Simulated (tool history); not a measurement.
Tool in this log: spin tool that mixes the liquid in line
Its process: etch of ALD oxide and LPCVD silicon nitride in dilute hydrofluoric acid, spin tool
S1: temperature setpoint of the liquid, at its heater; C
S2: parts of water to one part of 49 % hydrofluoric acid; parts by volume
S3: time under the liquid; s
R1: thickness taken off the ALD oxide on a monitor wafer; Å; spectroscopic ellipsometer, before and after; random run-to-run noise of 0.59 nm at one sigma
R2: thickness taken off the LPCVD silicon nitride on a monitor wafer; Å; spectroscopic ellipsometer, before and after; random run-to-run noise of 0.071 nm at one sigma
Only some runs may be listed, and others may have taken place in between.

{"run": 1, "day": 0.0, "S1": 21.0, "S2": 165, "S3": 180, "R1": 296.8, "R2": 4.7371}
{"run": 2, "day": 0.05, "S1": 21.0, "S2": 125, "S3": 180, "R1": 412.98, "R2": 5.9998}
{"run": 3, "day": 0.238, "S1": 21.0, "S2": 125, "S3": 225, "R1": 518.91, "R2": 7.5827}
{"run": 4, "day": 0.55, "S1": 21.0, "S2": 170, "S3": 225, "R1": 360.96, "R2": 5.5005}
{"run": 5, "day": 0.725, "S1": 21.0, "S2": 120, "S3": 225, "R1": 537.96, "R2": 7.4702}
{"run": 6, "day": 0.821, "S1": 21.0, "S2": 100, "S3": 225, "R1": 675.65, "R2": 8.5662}
{"run": 7, "day": 1.0, "S1": 21.5, "S2": 100, "S3": 225, "R1": 668.96, "R2": 8.9229}

The next listed run, before its measurement:
{"run": 8, "day": 1.125, "S1": 22.0, "S2": 100, "S3": 225, "R1": "?", "R2": "?"}

R1: 690.91 Å
R2: 9.7061 Å

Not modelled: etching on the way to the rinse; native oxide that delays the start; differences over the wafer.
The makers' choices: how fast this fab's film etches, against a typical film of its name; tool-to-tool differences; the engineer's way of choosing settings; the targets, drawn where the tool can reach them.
